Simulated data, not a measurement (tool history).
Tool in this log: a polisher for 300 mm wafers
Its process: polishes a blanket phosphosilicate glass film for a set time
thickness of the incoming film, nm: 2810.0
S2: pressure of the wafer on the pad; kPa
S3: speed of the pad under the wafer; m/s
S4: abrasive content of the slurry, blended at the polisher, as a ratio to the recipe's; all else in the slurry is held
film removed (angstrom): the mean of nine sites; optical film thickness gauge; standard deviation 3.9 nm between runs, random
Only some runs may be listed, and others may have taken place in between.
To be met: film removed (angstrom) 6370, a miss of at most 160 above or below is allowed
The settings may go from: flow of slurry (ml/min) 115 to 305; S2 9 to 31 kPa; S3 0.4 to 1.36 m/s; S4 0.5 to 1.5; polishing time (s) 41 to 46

{"run": 1, "hour": 0.0, "flow of slurry (ml/min)": 195, "S2": 20, "S3": 0.88, "S4": 1, "polishing time (s)": 46, "film removed (angstrom)": 3646.2}
{"run": 2, "hour": 5.8, "flow of slurry (ml/min)": 205, "S2": 23.4, "S3": 0.88, "S4": 1, "polishing time (s)": 46, "film removed (angstrom)": 4254.2}
{"run": 3, "hour": 12.4, "flow of slurry (ml/min)": 205, "S2": 23.4, "S3": 0.8, "S4": 1, "polishing time (s)": 46, "film removed (angstrom)": 3931.2}
{"run": 4, "hour": 19.8, "flow of slurry (ml/min)": 210, "S2": 26.2, "S3": 0.84, "S4": 1, "polishing time (s)": 46, "film removed (angstrom)": 4636.9}
{"run": 5, "hour": 28.2, "flow of slurry (ml/min)": 215, "S2": 27.6, "S3": 0.88, "S4": 1, "polishing time (s)": 46, "film removed (angstrom)": 4957.3}
{"run": 6, "hour": 33.2, "flow of slurry (ml/min)": 215, "S2": 27.6, "S3": 0.88, "S4": 1.1, "polishing time (s)": 46, "film removed (angstrom)": 5206.8}
{"run": 7, "hour": 38.0, "flow of slurry (ml/min)": 215, "S2": 29, "S3": 0.9, "S4": 1.1, "polishing time (s)": 46, "film removed (angstrom)": 5519.9}
{"run": 8, "hour": 44.5, "flow of slurry (ml/min)": 220, "S2": 29.6, "S3": 0.92, "S4": 1.1, "polishing time (s)": 46, "film removed (angstrom)": 5777.3}
{"run": 9, "hour": 50.7, "flow of slurry (ml/min)": 220, "S2": 30.3, "S3": 0.94, "S4": 1.1, "polishing time (s)": 46, "film removed (angstrom)": 6057}

Of the 4 settings listed for the next run, only one would bring every result within its allowed miss of target. Which one?
{"run": "A", "hour": 56.9, "flow of slurry (ml/min)": 240, "S2": 29.6, "S3": 1.06, "S4": 1.2, "polishing time (s)": 46, "film removed (angstrom)": "?"}
{"run": "B", "hour": 56.9, "flow of slurry (ml/min)": 255, "S2": 26.2, "S3": 1.14, "S4": 1.2, "polishing time (s)": 46, "film removed (angstrom)": "?"}
{"run": "C", "hour": 56.9, "flow of slurry (ml/min)": 200, "S2": 26.2, "S3": 1.18, "S4": 1.4, "polishing time (s)": 46, "film removed (angstrom)": "?"}
{"run": "D", "hour": 56.9, "flow of slurry (ml/min)": 230, "S2": 31, "S3": 1.06, "S4": 1.1, "polishing time (s)": 46, "film removed (angstrom)": "?"}

move=A film_removed_(angstrom)=6721.6
move=B film_removed_(angstrom)=6355
move=C film_removed_(angstrom)=6684.9
move=D film_removed_(angstrom)=6786.2
A: carries the result that was furthest off beyond its target, to the other side
B: every result lands within tolerance
C: carries the result that was furthest off beyond its target, to the other side
D: carries the result that was furthest off beyond its target, to the other side
Move B is the one to make.

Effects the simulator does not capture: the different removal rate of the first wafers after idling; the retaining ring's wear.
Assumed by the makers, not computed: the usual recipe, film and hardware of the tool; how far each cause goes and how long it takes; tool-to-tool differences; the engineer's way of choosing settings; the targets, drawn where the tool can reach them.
